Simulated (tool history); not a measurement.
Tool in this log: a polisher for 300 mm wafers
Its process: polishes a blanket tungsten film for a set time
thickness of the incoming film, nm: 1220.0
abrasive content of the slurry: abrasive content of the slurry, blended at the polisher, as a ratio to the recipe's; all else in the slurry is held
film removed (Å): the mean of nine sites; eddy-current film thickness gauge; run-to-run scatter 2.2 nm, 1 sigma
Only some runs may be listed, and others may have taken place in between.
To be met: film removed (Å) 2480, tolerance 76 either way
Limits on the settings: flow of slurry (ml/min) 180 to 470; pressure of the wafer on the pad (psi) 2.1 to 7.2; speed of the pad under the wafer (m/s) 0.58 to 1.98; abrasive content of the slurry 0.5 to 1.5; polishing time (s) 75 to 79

| run | hour | flow of slurry (ml/min) | pressure of the wafer on the pad (psi) | speed of the pad under the wafer (m/s) | abrasive content of the slurry | polishing time (s) | film removed (Å) |
|---|---|---|---|---|---|---|---|
| 1 | 0 | 300 | 4.6 | 1.28 | 1 | 75 | 5041.9 |
| 2 | 2.1 | 300 | 4.1 | 1.24 | 1 | 75 | 4319.9 |
| 3 | 6.4 | 335 | 4.1 | 1.24 | 1 | 75 | 4377.7 |
| 4 | 11.1 | 335 | 3.7 | 1.22 | 1 | 75 | 3986.6 |
| 5 | 15.5 | 335 | 3.4 | 1.18 | 1 | 75 | 3507 |
| 6 | 19.8 | 335 | 4.4 | 1.18 | 1 | 75 | 4515.6 |
| 7 | 27.6 | 330 | 4 | 1.18 | 1 | 75 | 4125.9 |
| 8 | 34.3 | 325 | 3.6 | 1.16 | 1 | 75 | 3630.5 |
| 9 | 41.3 | 320 | 3.3 | 1.16 | 1 | 75 | 3375 |
| 10 | 49.2 | 315 | 3.1 | 1.16 | 1 | 75 | 3150.6 |
| 11 | 55.3 | 300 | 3 | 1.16 | 1 | 75 | 3101.1 |
| 12 | 55.9 | 295 | 2.8 | 1.16 | 1 | 75 | 2844.3 |
| 13 | 58.7 | 250 | 2.3 | 1.16 | 1 | 75 | 2387.7 |
| 14 | 60.8 | 255 | 2.3 | 1.16 | 1 | 75 | 2306.1 |
| 15 | 62.7 | 265 | 2.3 | 1.16 | 1 | 75 | 2359.6 |
| 16 | 66 | 270 | 2.3 | 1.16 | 1 | 75 | 2387.3 |
| 17 | 67.2 | 275 | 2.3 | 1.16 | 1 | 75 | 2370.6 |
| 18 | 75 | 280 | 2.3 | 1.16 | 1 | 75 | 2339.4 |
|  | 83.4 | slurry tank refilled with fresh slurry and peroxide |
| 19 | 83.4 | 280 | 2.6 | 1.16 | 1 | 75 | 3165.9 |
| 20 | 90.1 | 285 | 2.5 | 1.08 | 0.95 | 75 | 2881.5 |

Which one of the following 4 next-run settings gets every result inside its allowed miss? There is exactly one.
| A | 96.8 | 180 | 2.5 | 1.08 | 0.95 | 76 | ? |
| B | 96.8 | 280 | 2.2 | 1.14 | 1.05 | 75 | ? |
| C | 96.8 | 305 | 2.3 | 1.12 | 0.85 | 75 | ? |
| D | 96.8 | 260 | 2.1 | 1.04 | 1.2 | 75 | ? |

| move | film removed (Å) |
|---|---|
| A | 2734.3 |
| B | 2722.8 |
| C | 2673.5 |
| D | 2499.3 |
A: nearer than the last run, and not there yet
B: nearer than the last run, and not there yet
C: nearer than the last run, and not there yet
D: all results land within tolerance of their targets
Move D is the one to make.

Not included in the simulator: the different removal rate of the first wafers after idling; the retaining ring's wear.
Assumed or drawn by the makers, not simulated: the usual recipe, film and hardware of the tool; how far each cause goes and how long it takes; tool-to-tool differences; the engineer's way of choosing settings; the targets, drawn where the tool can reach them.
